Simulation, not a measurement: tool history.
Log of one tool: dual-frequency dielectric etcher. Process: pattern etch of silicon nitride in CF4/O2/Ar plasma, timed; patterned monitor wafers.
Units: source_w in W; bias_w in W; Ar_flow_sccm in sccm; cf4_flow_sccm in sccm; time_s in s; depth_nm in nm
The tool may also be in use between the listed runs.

run	day	source_w	bias_w	Ar_flow_sccm	cf4_flow_sccm	time_s	depth_nm
1	0	700	68	98	107	97	311.45
2	0.35	660	68	98	107	97	295.6
3	0.717	660	73	98	107	97	303.75
4	1.071	630	73	98	107	97	290.47
5	1.296	610	73	98	107	97	284.35
6	1.596	520	73	98	107	97	245.92

Forecast run 7:
7	1.912	540	73	98	107	97	?

{"run 7": {"depth_nm": 252.3}}
